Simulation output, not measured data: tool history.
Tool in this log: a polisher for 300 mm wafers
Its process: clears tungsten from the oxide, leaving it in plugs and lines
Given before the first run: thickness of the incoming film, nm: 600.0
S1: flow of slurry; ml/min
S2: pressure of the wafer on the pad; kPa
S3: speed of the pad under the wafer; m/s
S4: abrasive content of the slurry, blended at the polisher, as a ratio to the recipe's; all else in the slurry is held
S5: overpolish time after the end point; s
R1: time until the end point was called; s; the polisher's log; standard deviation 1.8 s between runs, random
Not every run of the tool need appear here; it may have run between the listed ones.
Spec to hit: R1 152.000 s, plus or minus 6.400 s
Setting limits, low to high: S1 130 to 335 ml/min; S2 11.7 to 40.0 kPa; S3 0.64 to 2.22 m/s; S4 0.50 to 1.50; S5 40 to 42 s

run,day,S1,S2,S3,S4,S5,R1
1,0.000,215,25.5,1.42,1.00,40,81.889
2,0.208,215,22.8,1.40,1.00,40,91.037
3,0.283,215,28.3,1.40,1.00,40,77.361
4,0.342,215,28.3,1.40,0.90,40,82.476
5,0.583,185,28.3,1.40,0.90,40,83.617
6,0.704,185,25.5,1.38,0.90,40,90.942
7,0.879,185,23.4,1.34,0.90,40,98.438
8,1.200,185,23.4,1.34,0.90,40,99.442
9,1.558,185,21.4,1.32,0.90,40,106.470
# day 1.754: worn pad replaced by a new one
10,1.754,185,14.5,1.24,0.90,40,129.590
11,1.817,185,13.8,1.22,0.90,40,135.390
12,2.192,185,13.1,1.20,0.90,40,141.040

Exactly one of the 4 candidate moves below puts every result within its allowed miss. Which one?
A,2.567,220,18.6,0.80,0.90,40,?
B,2.567,220,12.4,1.16,1.10,42,?
C,2.567,185,11.7,1.16,0.90,42,?
D,2.567,185,11.7,1.06,0.85,42,?

move,R1
A,170.680
B,137.240
C,154.090
D,171.310
A: takes the result that was furthest off past its target
B: its largest miss is bigger than the last run's
C: every result lands within tolerance
D: takes the result that was furthest off past its target
Correct choice: C, which meets every target
